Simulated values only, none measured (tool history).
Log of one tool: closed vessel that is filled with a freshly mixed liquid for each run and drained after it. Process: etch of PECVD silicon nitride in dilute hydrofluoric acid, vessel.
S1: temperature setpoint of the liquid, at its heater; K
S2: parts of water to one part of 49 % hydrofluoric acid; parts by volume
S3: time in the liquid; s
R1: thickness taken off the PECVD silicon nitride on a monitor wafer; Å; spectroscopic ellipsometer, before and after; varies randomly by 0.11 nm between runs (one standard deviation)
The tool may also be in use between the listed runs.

| run | hour | S1 | S2 | S3 | R1 |
|---|---|---|---|---|---|
| 1 | 0.0 | 296.15 | 80 | 750 | 277.43 |
| 2 | 2.8 | 295.65 | 80 | 750 | 265.05 |
| 3 | 3.8 | 295.15 | 80 | 750 | 254.92 |
| 4 | 6.5 | 294.65 | 80 | 750 | 248.20 |
| 5 | 14.1 | 294.65 | 95 | 750 | 210.55 |
| 6 | 22.2 | 294.15 | 95 | 750 | 203.08 |

What does the tool deliver on the next run?
| 7 | 24.9 | 292.65 | 95 | 750 | ? |

Run 7 produced R1 179.92 Å.
